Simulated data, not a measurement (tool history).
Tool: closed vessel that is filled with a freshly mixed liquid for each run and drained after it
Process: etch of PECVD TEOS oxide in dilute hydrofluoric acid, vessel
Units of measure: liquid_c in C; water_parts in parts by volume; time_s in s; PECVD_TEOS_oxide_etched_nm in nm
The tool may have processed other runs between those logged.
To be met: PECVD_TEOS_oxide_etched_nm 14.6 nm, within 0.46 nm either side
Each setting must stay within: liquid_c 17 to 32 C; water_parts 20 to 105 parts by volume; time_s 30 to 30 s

run    day  liquid_c  water_parts  time_s  PECVD_TEOS_oxide_etched_nm
  1      0        24           55      30                      6.6343
  2  0.129        24           75      30                      4.6224
  3  0.229        26           65      30                      5.8929
  4  0.379        26           65      30                      5.9926
  5  0.512      27.5           65      30                      6.3479
  6  0.875      28.5           55      30                      7.9656
  7  1.175        32           30      30                      17.249
  8  1.396        31           30      30                      16.489

5 candidate next runs follow, results not yet known. Just one meets every target within its allowed miss. Identify it.
  A  1.617      31.5           35      30                           ?
  B  1.617      30.5           35      30                           ?
  C  1.617        30           25      30                           ?
  D  1.617      29.5           35      30                           ?
  E  1.617      31.5           30      30                           ?

move  PECVD_TEOS_oxide_etched_nm
   A                      14.425
   B                      13.861
   C                      19.312
   D                      13.314
   E                      16.963
A: all results land within tolerance of their targets
B: takes the biggest miss from the last run beyond its target
C: the biggest miss grows against the last run
D: takes the biggest miss from the last run beyond its target
E: the biggest miss grows against the last run
Move A is the one to make.
